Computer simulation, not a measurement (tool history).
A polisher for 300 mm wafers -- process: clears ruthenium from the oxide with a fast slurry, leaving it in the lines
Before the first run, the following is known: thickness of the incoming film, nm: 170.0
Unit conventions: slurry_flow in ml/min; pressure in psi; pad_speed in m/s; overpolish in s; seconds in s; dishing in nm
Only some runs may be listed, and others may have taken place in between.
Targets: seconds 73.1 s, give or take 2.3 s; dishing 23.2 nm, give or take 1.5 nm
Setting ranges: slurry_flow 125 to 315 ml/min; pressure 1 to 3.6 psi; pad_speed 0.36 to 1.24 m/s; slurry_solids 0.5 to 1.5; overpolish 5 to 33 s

run	hour	slurry_flow	pressure	pad_speed	slurry_solids	overpolish	seconds	dishing
1	0	205	2.3	0.8	1	17	52.594	37.161
2	4.9	250	2.3	0.8	1	17	50.57	39.679
3	6.7	240	2.1	0.8	1	16	55.507	33.372
4	15.2	220	2.1	0.8	1	16	55.716	32.963
5	16	215	1.9	0.8	1	16	62.428	31.361
# hour 22.2: head pressure recalibrated
6	22.2	215	1.9	0.72	1	16	74.387	27.251
7	27.7	215	1.9	0.72	1	15	74.024	26.235
8	29.5	215	1.9	0.72	1	15	74.227	26.095
9	34.3	220	1.9	0.72	1	12	74.035	21.071

5 candidate next runs follow, results not yet known. Just one meets every target within its allowed miss. Identify it.
A	39.1	245	1.6	0.78	1.15	11	?	?
B	39.1	220	1.6	0.9	0.95	15	?	?
C	39.1	265	1.9	0.62	1.15	14	?	?
D	39.1	265	2	0.76	0.95	15	?	?
E	39.1	200	1.9	0.74	1	13	?	?

move	seconds	dishing
A	72.971	19.945
B	72.005	26.504
C	76.548	23.673
D	66.976	28.195
E	72.403	23.294
A: the biggest miss grows against the last run
B: moves the result that the last run missed by most past its target, out the other side
C: gets the furthest-off result to its target, but another result is out of tolerance
D: moves the result that the last run missed by most past its target, out the other side
E: all results land within tolerance of their targets
Go with E: it meets all targets.
